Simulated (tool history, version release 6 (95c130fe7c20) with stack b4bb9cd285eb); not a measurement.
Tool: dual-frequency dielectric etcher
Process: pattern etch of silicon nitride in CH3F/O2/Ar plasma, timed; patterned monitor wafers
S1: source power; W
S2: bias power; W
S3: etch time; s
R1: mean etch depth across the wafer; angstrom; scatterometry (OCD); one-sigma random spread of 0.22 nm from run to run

run,day,S1,S2,S3,R1
1,0.000,510,60,58.5,409.32
2,0.333,460,60,58.5,394.54
3,0.417,460,60,61.5,421.34
4,0.712,420,56,61.0,397.43
5,0.871,390,54,61.0,384.53
6,1.171,370,52,61.0,373.83

For run 7, what comes out?
7,1.492,350,51,61.0,?

R1: 368.56 angstrom

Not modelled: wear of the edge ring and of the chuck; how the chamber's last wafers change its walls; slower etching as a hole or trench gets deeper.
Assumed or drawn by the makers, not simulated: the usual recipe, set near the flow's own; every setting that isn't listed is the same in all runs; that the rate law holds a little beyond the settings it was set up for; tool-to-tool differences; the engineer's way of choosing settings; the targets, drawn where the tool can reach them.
